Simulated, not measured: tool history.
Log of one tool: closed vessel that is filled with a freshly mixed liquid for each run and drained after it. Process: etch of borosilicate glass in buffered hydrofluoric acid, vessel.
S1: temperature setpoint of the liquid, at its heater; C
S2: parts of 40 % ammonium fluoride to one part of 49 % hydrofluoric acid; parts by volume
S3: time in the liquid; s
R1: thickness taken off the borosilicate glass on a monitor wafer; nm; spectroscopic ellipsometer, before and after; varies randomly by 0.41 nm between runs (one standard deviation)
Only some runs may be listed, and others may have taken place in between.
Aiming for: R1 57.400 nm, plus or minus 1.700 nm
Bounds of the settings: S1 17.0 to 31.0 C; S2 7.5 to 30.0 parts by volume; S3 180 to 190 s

run	day	S1	S2	S3	R1
1	0.000	23.0	22.0	180	85.991
2	0.075	26.5	22.0	180	105.770
3	0.142	26.5	15.5	180	144.280
4	0.292	26.5	13.0	180	172.610
5	0.538	26.5	13.0	190	179.500
6	0.888	28.5	13.0	190	202.170
7	1.038	27.0	14.5	190	167.000
8	1.071	23.0	21.5	190	92.839
9	1.383	22.5	21.5	190	91.191
10	1.758	22.0	22.0	190	86.419
11	2.017	21.5	22.5	190	82.111
12	2.312	21.0	22.5	190	80.836
13	2.633	20.5	23.0	190	77.806
14	2.992	20.0	23.5	190	74.049
15	3.242	19.5	24.0	190	71.400
# day 3.521: thermometer replaced
16	3.521	17.0	27.0	190	64.001
17	3.800	17.0	27.5	190	62.627
18	3.862	17.0	28.0	190	61.714

Below are 4 possible settings for the next run. Only one of them brings all results inside the allowed miss of their targets. Which is it?
A	3.925	18.5	27.0	180	?
B	3.925	19.0	26.0	180	?
C	3.925	17.0	29.5	185	?
D	3.925	17.0	27.0	190	?

move	R1
A	65.260
B	68.890
C	57.973
D	63.336
A: its largest miss is bigger than the last run's
B: its largest miss is bigger than the last run's
C: hits every target within its allowed miss
D: its largest miss is bigger than the last run's
The right move is C.

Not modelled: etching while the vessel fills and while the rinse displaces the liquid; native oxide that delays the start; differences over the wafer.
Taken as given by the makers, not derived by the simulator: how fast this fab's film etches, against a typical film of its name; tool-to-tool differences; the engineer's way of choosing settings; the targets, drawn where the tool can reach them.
